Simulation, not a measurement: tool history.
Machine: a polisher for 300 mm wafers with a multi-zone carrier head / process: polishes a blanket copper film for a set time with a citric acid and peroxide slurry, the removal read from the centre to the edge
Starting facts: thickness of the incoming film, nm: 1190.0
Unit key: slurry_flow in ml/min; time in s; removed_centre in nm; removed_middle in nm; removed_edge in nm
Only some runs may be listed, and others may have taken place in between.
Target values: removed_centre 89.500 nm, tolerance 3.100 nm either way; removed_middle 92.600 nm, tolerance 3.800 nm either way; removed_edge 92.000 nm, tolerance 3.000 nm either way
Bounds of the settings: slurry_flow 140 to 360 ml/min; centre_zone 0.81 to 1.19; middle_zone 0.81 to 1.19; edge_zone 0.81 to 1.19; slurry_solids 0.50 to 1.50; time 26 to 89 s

run 1 day=0.000 | slurry_flow=230 centre_zone=1.00 middle_zone=1.00 edge_zone=1.00 slurry_solids=1.00 time=57 | removed_centre=122.480 removed_middle=123.030 removed_edge=123.980
run 2 day=0.167 | slurry_flow=225 centre_zone=0.98 middle_zone=0.99 edge_zone=0.97 slurry_solids=0.85 time=55 | removed_centre=112.740 removed_middle=108.950 removed_edge=109.660
run 3 day=0.358 | slurry_flow=225 centre_zone=0.98 middle_zone=0.99 edge_zone=0.97 slurry_solids=0.65 time=55 | removed_centre=101.210 removed_middle=100.640 removed_edge=100.130
run 4 day=0.562 | slurry_flow=215 centre_zone=0.96 middle_zone=0.98 edge_zone=0.95 slurry_solids=0.65 time=55 | removed_centre=98.838 removed_middle=99.143 removed_edge=100.000
run 5 day=0.888 | slurry_flow=215 centre_zone=0.96 middle_zone=0.98 edge_zone=0.95 slurry_solids=0.50 time=55 | removed_centre=88.994 removed_middle=90.451 removed_edge=88.494
run 6 day=0.954 | slurry_flow=215 centre_zone=0.96 middle_zone=0.98 edge_zone=0.95 slurry_solids=0.50 time=67 | removed_centre=109.870 removed_middle=106.320 removed_edge=109.860
run 7 day=1.242 | slurry_flow=210 centre_zone=0.94 middle_zone=0.97 edge_zone=0.93 slurry_solids=0.50 time=65 | removed_centre=103.890 removed_middle=106.330 removed_edge=104.210
run 8 day=1.462 | slurry_flow=195 centre_zone=0.90 middle_zone=0.88 edge_zone=0.92 slurry_solids=0.50 time=57 | removed_centre=86.198 removed_middle=81.570 removed_edge=89.880
run 9 day=1.800 | slurry_flow=205 centre_zone=0.90 middle_zone=0.90 edge_zone=0.92 slurry_solids=0.50 time=57 | removed_centre=86.542 removed_middle=84.530 removed_edge=90.150
run 10 day=2.150 | slurry_flow=215 centre_zone=0.90 middle_zone=0.91 edge_zone=0.92 slurry_solids=0.50 time=57 | removed_centre=86.959 removed_middle=86.172 removed_edge=91.644
run 11 day=2.233 | slurry_flow=220 centre_zone=0.90 middle_zone=0.92 edge_zone=0.91 slurry_solids=0.50 time=57 | removed_centre=87.820 removed_middle=87.550 removed_edge=90.314

Exercise: of the 4 proposed moves below, exactly one satisfies all targets within the stated allowed misses. Which move is it?
run A day=2.317 | slurry_flow=275 centre_zone=0.89 middle_zone=0.88 edge_zone=0.89 slurry_solids=0.55 time=54 | removed_centre=? removed_middle=? removed_edge=?
run B day=2.317 | slurry_flow=245 centre_zone=0.86 middle_zone=0.93 edge_zone=0.84 slurry_solids=0.65 time=53 | removed_centre=? removed_middle=? removed_edge=?
run C day=2.317 | slurry_flow=220 centre_zone=0.90 middle_zone=0.91 edge_zone=0.96 slurry_solids=0.50 time=56 | removed_centre=? removed_middle=? removed_edge=?
run D day=2.317 | slurry_flow=215 centre_zone=0.92 middle_zone=0.90 edge_zone=0.81 slurry_solids=0.50 time=57 | removed_centre=? removed_middle=? removed_edge=?

move=A removed_centre=89.200 removed_middle=83.296 removed_edge=89.605
move=B removed_centre=90.292 removed_middle=90.552 removed_edge=90.846
move=C removed_centre=87.378 removed_middle=83.342 removed_edge=90.771
move=D removed_centre=90.165 removed_middle=83.892 removed_edge=85.400
A: the biggest miss grows against the last run
B: each result inside its tolerance
C: the biggest miss grows against the last run
D: the biggest miss grows against the last run
Correct choice: B, which meets every target

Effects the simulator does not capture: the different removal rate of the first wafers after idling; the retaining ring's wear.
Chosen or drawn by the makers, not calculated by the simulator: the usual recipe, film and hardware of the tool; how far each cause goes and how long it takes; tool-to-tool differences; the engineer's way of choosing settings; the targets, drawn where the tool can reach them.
